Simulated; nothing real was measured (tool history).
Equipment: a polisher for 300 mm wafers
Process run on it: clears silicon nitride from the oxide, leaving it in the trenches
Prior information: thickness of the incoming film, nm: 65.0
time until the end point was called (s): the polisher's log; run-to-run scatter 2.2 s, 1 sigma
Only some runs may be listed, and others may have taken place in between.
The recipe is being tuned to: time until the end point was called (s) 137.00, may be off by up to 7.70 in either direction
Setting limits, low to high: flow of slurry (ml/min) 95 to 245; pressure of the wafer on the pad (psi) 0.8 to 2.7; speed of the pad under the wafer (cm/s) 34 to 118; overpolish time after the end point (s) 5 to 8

run	hour	flow of slurry (ml/min)	pressure of the wafer on the pad (psi)	speed of the pad under the wafer (cm/s)	overpolish time after the end point (s)	time until the end point was called (s)
1	0.0	155	1.7	76	8	199.39
2	4.5	155	1.7	76	5	193.35
3	9.2	120	1.7	76	5	204.02
4	12.1	120	1.9	76	5	191.95
5	18.9	120	1.9	62	5	225.56
6	21.7	125	2.1	64	5	196.99
7	25.9	130	2.3	64	5	180.43
8	31.7	135	2.4	66	5	176.10
9	39.7	135	2.5	70	5	154.18
10	46.8	135	2.6	70	5	153.00
11	52.6	135	2.6	72	5	146.93

5 candidate next runs follow, results not yet known. Just one meets every target within its allowed miss. Identify it.
A	58.4	165	2.7	70	5	?
B	58.4	160	1.9	78	8	?
C	58.4	135	2.4	72	6	?
D	58.4	145	2.4	72	8	?
E	58.4	130	2.6	68	5	?

move	time until the end point was called (s)
A	142.00
B	175.87
C	159.72
D	157.39
E	158.36
A: in spec on every target
B: further off than the last run
C: further off than the last run
D: further off than the last run
E: further off than the last run
So the answer is move A, the one that meets all the targets.

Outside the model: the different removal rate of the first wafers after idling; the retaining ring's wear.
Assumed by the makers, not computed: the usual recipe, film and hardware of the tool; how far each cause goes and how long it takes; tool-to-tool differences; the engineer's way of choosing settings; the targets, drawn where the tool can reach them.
